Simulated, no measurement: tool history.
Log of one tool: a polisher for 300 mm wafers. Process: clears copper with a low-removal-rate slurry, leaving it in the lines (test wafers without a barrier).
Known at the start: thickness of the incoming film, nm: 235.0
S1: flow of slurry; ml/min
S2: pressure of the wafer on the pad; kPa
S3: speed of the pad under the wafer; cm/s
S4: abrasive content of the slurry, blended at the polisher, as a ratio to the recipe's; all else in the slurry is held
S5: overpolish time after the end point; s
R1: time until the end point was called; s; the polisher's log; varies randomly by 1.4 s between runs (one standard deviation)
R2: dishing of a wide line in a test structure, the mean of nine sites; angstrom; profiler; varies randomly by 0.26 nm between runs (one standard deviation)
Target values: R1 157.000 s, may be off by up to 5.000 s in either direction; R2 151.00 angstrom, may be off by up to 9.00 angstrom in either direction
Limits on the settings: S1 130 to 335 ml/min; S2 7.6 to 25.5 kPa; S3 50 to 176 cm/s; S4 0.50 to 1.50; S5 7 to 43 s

{"run": 1, "hour": 0.0, "S1": 215, "S2": 16.5, "S3": 112, "S4": 1.0, "S5": 22, "R1": 95.339, "R2": 159.97}
{"run": 2, "hour": 5.3, "S1": 215, "S2": 15.2, "S3": 112, "S4": 1.0, "S5": 23, "R1": 102.61, "R2": 165.19}
{"run": 3, "hour": 6.2, "S1": 215, "S2": 13.8, "S3": 112, "S4": 1.0, "S5": 22, "R1": 113.51, "R2": 152.17}
{"run": 4, "hour": 9.5, "S1": 215, "S2": 11.7, "S3": 112, "S4": 1.0, "S5": 22, "R1": 133.0, "R2": 141.14}
{"run": 5, "hour": 16.8, "S1": 215, "S2": 11.7, "S3": 112, "S4": 1.0, "S5": 16, "R1": 131.79, "R2": 121.65}
{"run": 6, "hour": 20.3, "S1": 215, "S2": 11.0, "S3": 112, "S4": 1.0, "S5": 18, "R1": 141.45, "R2": 128.13}
{"hour": 29.3, "done": "slurry nozzle cleaned"}
{"run": 7, "hour": 29.3, "S1": 215, "S2": 11.0, "S3": 112, "S4": 1.0, "S5": 20, "R1": 133.08, "R2": 138.86}
{"run": 8, "hour": 33.7, "S1": 215, "S2": 10.3, "S3": 112, "S4": 1.0, "S5": 21, "R1": 138.94, "R2": 137.39}
{"run": 9, "hour": 39.7, "S1": 210, "S2": 9.7, "S3": 112, "S4": 1.0, "S5": 22, "R1": 149.08, "R2": 135.54}
{"run": 10, "hour": 42.7, "S1": 205, "S2": 9.7, "S3": 112, "S4": 1.0, "S5": 23, "R1": 149.05, "R2": 136.09}
{"run": 11, "hour": 50.2, "S1": 205, "S2": 9.7, "S3": 112, "S4": 1.0, "S5": 24, "R1": 151.22, "R2": 139.24}
{"run": 12, "hour": 53.4, "S1": 205, "S2": 9.7, "S3": 112, "S4": 1.0, "S5": 25, "R1": 148.55, "R2": 146.77}
{"run": 13, "hour": 58.5, "S1": 195, "S2": 8.3, "S3": 112, "S4": 1.0, "S5": 28, "R1": 172.04, "R2": 144.46}

Which single option among these 5 for the next run brings every result within its allowed miss of target? Just one does.
{"run": "A", "hour": 63.6, "S1": 190, "S2": 9.7, "S3": 102, "S4": 1.05, "S5": 21, "R1": "?", "R2": "?"}
{"run": "B", "hour": 63.6, "S1": 155, "S2": 9.0, "S3": 96, "S4": 1.05, "S5": 33, "R1": "?", "R2": "?"}
{"run": "C", "hour": 63.6, "S1": 185, "S2": 8.3, "S3": 122, "S4": 1.0, "S5": 23, "R1": "?", "R2": "?"}
{"run": "D", "hour": 63.6, "S1": 215, "S2": 9.7, "S3": 114, "S4": 0.9, "S5": 26, "R1": "?", "R2": "?"}
{"run": "E", "hour": 63.6, "S1": 230, "S2": 8.3, "S3": 124, "S4": 1.0, "S5": 30, "R1": "?", "R2": "?"}

move=A R1=156.390 R2=132.28
move=B R1=180.080 R2=150.29
move=C R1=164.600 R2=133.98
move=D R1=147.590 R2=148.64
move=E R1=157.920 R2=151.58
A: the furthest-off result lands on target, but another misses its tolerance
B: misses by more than the last run did
C: closes in on the targets versus the last run, not all within tolerance yet
D: takes the result that was furthest off past its target
E: in spec on every target
The right move is E.
